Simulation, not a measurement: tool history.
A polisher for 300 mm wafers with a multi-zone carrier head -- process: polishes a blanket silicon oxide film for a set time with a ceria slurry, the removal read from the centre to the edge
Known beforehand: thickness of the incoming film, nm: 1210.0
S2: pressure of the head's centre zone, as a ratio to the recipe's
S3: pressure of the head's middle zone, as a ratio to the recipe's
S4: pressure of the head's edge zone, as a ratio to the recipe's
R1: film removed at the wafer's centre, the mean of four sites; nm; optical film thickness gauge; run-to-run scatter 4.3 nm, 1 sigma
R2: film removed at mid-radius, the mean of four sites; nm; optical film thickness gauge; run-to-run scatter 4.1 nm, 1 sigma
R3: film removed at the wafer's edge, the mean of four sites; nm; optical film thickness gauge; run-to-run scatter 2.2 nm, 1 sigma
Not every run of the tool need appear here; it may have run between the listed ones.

run 1 hour=0 | flow_of_slurry_(ml/min)=195 S2=1 S3=1 S4=1 polishing_time_(s)=87 | R1=273.28 R2=269.31 R3=267.58
run 2 hour=4.8 | flow_of_slurry_(ml/min)=195 S2=1.06 S3=1 S4=1 polishing_time_(s)=87 | R1=285.89 R2=276.53 R3=267.91
run 3 hour=8.9 | flow_of_slurry_(ml/min)=195 S2=1.06 S3=1 S4=1.03 polishing_time_(s)=87 | R1=282.21 R2=268.68 R3=273.93
run 4 hour=13.7 | flow_of_slurry_(ml/min)=195 S2=1.01 S3=1 S4=1.03 polishing_time_(s)=87 | R1=273.95 R2=277.36 R3=270.88
run 5 hour=20.9 | flow_of_slurry_(ml/min)=195 S2=1.01 S3=1.08 S4=1.03 polishing_time_(s)=87 | R1=281.12 R2=292.96 R3=270.43
run 6 hour=28.2 | flow_of_slurry_(ml/min)=205 S2=1.01 S3=1.09 S4=1.07 polishing_time_(s)=89 | R1=284.12 R2=308.26 R3=281.62
run 7 hour=31.4 | flow_of_slurry_(ml/min)=215 S2=1.02 S3=1.08 S4=1.1 polishing_time_(s)=91 | R1=286.56 R2=308.3 R3=298.71
run 8 hour=37.4 | flow_of_slurry_(ml/min)=215 S2=1.02 S3=1.08 S4=1.1 polishing_time_(s)=91 | R1=296.29 R2=310.52 R3=296.71
run 9 hour=39.2 | flow_of_slurry_(ml/min)=225 S2=1.02 S3=1.09 S4=1.12 polishing_time_(s)=92 | R1=301.52 R2=312.64 R3=303.09

The next listed run, before its measurement:
run 10 hour=45.6 | flow_of_slurry_(ml/min)=230 S2=1.02 S3=1.1 S4=1.14 polishing_time_(s)=93 | R1=? R2=? R3=?

R1: 300.91 nm
R2: 322.53 nm
R3: 311.17 nm
